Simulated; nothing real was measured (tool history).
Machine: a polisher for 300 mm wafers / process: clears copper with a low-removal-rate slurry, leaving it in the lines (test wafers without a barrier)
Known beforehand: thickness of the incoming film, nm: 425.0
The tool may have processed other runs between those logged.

run	hour	flow of slurry (ml/min)	pressure of the wafer on the pad (kPa)	speed of the pad under the wafer (cm/s)	abrasive content of the slurry	overpolish time after the end point (s)	time until the end point was called (s)	dishing of a wide line in a test structure (Å)
1	0	180	28.3	124	1	11	63.639	366.02
2	4.8	180	28.3	124	1	15	63.879	435.44
3	10.9	170	23.4	104	0.95	11	92.301	284.01
4	18	160	20.7	94	0.85	9	122.45	201.76
5	23.3	160	16.5	94	0.85	9	146.66	169.57
6	28.7	170	15.9	90	0.8	8	163.02	142.04
7	35.1	200	14.5	82	0.7	6	197.97	94.488
8	38.9	200	14.5	82	0.7	6	191.64	92.795
9	40.5	185	14.5	82	0.7	6	205.98	92.212
10	43.7	175	15.2	82	0.7	6	190.17	95.632
11	46.5	175	14.5	82	0.75	6	195.2	92.476
12	51.3	175	15.2	82	0.7	6	193.79	94.547
13	54	175	15.2	82	0.7	6	196.23	96.3
14	57.7	160	15.9	82	0.7	6	190.68	97.382
15	64.9	155	15.9	82	0.7	6	185.5	97.563
16	73	155	15.2	82	0.75	6	193.81	95.78
17	81	160	15.9	82	0.75	9	183.64	143.52
18	88.2	165	15.9	82	0.7	9	184.73	140.9
19	94.5	170	15.9	82	0.65	8	190.97	125.18

Run 20 comes next. What will it give?
20	99.8	180	17.2	84	0.55	6	?	?

{"run 20": {"time until the end point was called (s)": 179.37, "dishing of a wide line in a test structure (Å)": 104.88}}

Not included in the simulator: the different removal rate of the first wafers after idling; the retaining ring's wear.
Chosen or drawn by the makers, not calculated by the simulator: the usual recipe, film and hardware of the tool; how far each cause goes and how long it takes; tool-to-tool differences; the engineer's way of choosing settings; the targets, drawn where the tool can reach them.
